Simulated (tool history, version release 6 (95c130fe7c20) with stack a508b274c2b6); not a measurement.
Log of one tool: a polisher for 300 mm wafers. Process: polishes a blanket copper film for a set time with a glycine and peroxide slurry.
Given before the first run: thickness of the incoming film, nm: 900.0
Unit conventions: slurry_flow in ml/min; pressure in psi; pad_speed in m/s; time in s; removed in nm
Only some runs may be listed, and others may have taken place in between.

| run | hour | slurry_flow | pressure | pad_speed | time | removed |
|---|---|---|---|---|---|---|
| 1 | 0.0 | 195 | 2.4 | 0.80 | 17 | 63.158 |
| 2 | 1.5 | 195 | 2.4 | 0.80 | 15 | 55.620 |
| 3 | 7.5 | 195 | 2.7 | 0.84 | 15 | 61.998 |
| 4 | 14.3 | 195 | 2.9 | 0.90 | 15 | 71.148 |
| 5 | 21.4 | 155 | 2.9 | 0.90 | 15 | 67.724 |
| 6 | 25.8 | 160 | 3.1 | 0.92 | 15 | 74.407 |

Run 7 comes next. What will it give?
| 7 | 27.8 | 160 | 3.2 | 0.94 | 15 | ? |

Run 7 gave removed 78.089 nm.
